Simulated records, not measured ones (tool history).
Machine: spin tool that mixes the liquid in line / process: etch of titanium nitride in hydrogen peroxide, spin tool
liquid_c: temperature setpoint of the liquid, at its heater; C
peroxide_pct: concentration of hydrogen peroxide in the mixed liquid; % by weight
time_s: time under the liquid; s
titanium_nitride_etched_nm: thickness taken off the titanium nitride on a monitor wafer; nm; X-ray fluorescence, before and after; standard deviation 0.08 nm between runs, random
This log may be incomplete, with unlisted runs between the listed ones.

run  hour  liquid_c  peroxide_pct  time_s  titanium_nitride_etched_nm
  1   0.0      50.0          25.5     315                      14.692
  2   6.9      53.0          25.5     315                      18.231
  3   9.0      53.0          25.5     335                      19.441
  4  17.1      53.0          25.5     315                      18.364
  5  24.5      51.5          25.5     315                      16.696
  6  25.9      50.5          25.5     315                      15.239
  7  31.5      49.5          25.5     315                      14.397
  8  39.3      48.5          25.5     315                      13.220
  9  41.7      48.0          25.5     315                      12.865
 10  46.6      47.5          25.5     315                      12.478
 11  50.5      47.0          25.5     315                      12.152
 12  53.6      46.5          25.5     315                      11.406

Forecast run 13:
 13  56.6      46.0          25.5     315                           ?

{"run 13": {"titanium_nitride_etched_nm": 11.241}}

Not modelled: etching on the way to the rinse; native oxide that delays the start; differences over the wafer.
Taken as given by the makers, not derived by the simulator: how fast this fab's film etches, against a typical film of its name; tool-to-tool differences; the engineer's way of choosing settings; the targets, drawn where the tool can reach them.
